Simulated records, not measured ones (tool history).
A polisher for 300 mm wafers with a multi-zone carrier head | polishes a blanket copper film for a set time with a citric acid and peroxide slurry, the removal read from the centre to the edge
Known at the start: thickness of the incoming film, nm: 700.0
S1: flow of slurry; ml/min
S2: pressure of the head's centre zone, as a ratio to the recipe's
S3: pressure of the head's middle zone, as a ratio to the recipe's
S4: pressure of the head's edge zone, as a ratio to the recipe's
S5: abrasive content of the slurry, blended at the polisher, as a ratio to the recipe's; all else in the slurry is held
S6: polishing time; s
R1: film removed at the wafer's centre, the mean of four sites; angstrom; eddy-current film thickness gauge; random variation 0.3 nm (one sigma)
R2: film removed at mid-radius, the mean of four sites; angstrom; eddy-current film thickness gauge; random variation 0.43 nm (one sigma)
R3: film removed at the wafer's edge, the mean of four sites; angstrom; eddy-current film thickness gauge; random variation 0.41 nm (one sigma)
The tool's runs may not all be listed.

run,hour,S1,S2,S3,S4,S5,S6,R1,R2,R3
1,0,185,1,1,1,1,45,632.6,628.74,616.09
2,5.2,185,1,1,1,0.9,45,612.56,600.14,602.04
3,14.1,185,0.96,1,1,0.9,45,588.31,601.9,599.17
4,16.6,205,0.96,1,1,0.9,45,603.13,613.45,597.79
5,20,205,0.96,1,1,0.9,36,479.29,491.01,480.8
6,28.9,190,0.91,0.99,0.97,0.85,36,445.77,471.35,463.59
7,33.7,175,0.88,0.99,0.95,0.85,36,428.2,468.68,461.3
8,36.7,170,0.86,0.99,0.93,0.8,36,409.76,466.09,442.56
9,39.3,160,0.85,0.98,0.93,0.8,36,405.02,459.84,440.5

Run 10 comes next. What will it give?
10,47.4,160,0.85,0.98,0.93,0.8,36,?,?,?

R1: 401.51 angstrom
R2: 457.64 angstrom
R3: 440.45 angstrom
